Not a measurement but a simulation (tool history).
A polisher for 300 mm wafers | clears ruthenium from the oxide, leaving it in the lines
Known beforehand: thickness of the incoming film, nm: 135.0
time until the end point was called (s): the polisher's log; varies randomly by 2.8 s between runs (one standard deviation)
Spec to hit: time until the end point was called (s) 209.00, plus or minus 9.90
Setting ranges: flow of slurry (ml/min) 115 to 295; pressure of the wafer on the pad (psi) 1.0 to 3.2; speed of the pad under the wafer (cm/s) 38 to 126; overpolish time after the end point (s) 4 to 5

run  hour  flow of slurry (ml/min)  pressure of the wafer on the pad (psi)  speed of the pad under the wafer (cm/s)  overpolish time after the end point (s)  time until the end point was called (s)
  1   0.0                      190                                     2.1                                       82                                        5                                   137.69
  2   0.9                      190                                     1.9                                       82                                        5                                   145.20
  3   5.5                      190                                     1.7                                       80                                        5                                   166.14
  4   7.0                      190                                     1.7                                       70                                        5                                   179.85
  5  10.0                      190                                     1.7                                       70                                        5                                   178.69
  6  15.2                      215                                     1.7                                       70                                        5                                   176.09
  7  15.9                      215                                     1.6                                       70                                        5                                   182.73
  8  17.3                      215                                     1.6                                       70                                        5                                   185.29
  9  24.9                      215                                     1.5                                       70                                        5                                   190.81
 10  26.1                      210                                     1.4                                       70                                        5                                   202.23

5 candidate next runs follow, results not yet known. Just one meets every target within its allowed miss. Identify it.
  A  27.3                      200                                     1.2                                       76                                        4                                        ?
  B  27.3                      230                                     1.3                                       80                                        5                                        ?
  C  27.3                      225                                     1.7                                       64                                        4                                        ?
  D  27.3                      185                                     1.5                                       72                                        4                                        ?
  E  27.3                      205                                     1.4                                       76                                        5                                        ?

move  time until the end point was called (s)
   A                                   213.40
   B                                   193.05
   C                                   192.31
   D                                   196.98
   E                                   194.76
A: in spec on every target
B: moves away from the targets compared with the last run
C: moves away from the targets compared with the last run
D: moves away from the targets compared with the last run
E: moves away from the targets compared with the last run
Correct choice: A, which meets every target
